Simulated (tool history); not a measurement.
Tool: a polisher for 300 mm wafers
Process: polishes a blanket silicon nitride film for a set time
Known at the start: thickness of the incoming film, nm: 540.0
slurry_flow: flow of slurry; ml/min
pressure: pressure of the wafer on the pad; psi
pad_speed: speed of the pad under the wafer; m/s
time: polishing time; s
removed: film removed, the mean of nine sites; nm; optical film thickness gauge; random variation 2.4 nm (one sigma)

| run | day | slurry_flow | pressure | pad_speed | time | removed |
|---|---|---|---|---|---|---|
| 1 | 0.000 | 155 | 4.5 | 1.18 | 98 | 214.28 |
| 2 | 0.050 | 160 | 4.8 | 1.18 | 98 | 222.82 |
| 3 | 0.283 | 160 | 5.1 | 1.18 | 98 | 238.97 |
| 4 | 0.483 | 160 | 5.1 | 0.98 | 98 | 207.02 |
| 5 | 0.650 | 165 | 5.5 | 0.98 | 98 | 216.74 |
| 6 | 0.900 | 165 | 5.5 | 0.98 | 103 | 227.04 |
| 7 | 1.033 | 165 | 5.8 | 0.98 | 103 | 238.29 |
| 8 | 1.283 | 165 | 6.1 | 0.98 | 103 | 240.89 |
| 9 | 1.458 | 170 | 6.3 | 1.00 | 103 | 253.87 |

Run 10 comes next. What will it give?
| 10 | 1.788 | 170 | 6.5 | 1.02 | 103 | ? |

{"run 10": {"removed": 262.52}}
